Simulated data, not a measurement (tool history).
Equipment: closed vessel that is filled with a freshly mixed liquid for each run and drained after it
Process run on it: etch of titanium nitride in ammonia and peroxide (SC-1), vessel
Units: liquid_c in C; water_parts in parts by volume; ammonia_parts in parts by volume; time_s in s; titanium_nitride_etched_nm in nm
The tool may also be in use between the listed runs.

run    day  liquid_c  water_parts  ammonia_parts  time_s  titanium_nitride_etched_nm
  1  0.000      57.0          6.5           0.95     220                      53.398
  2  0.108      52.5          6.5           0.95     220                      39.084
  3  0.462      49.0          6.5           0.95     220                      30.663
  4  0.825      49.0          6.5           0.95     220                      30.433
  5  0.875      44.5          6.5           0.95     220                      22.110
  6  1.162      44.5          6.5           1.20     220                      22.803
  7  1.446      46.5          6.5           1.20     220                      26.302
  8  1.688      48.0          6.5           1.20     220                      28.908

Estimate the outcome of run 9 from the log above:
  9  1.975      49.5          6.5           1.20     220                           ?

titanium_nitride_etched_nm: 32.691 nm
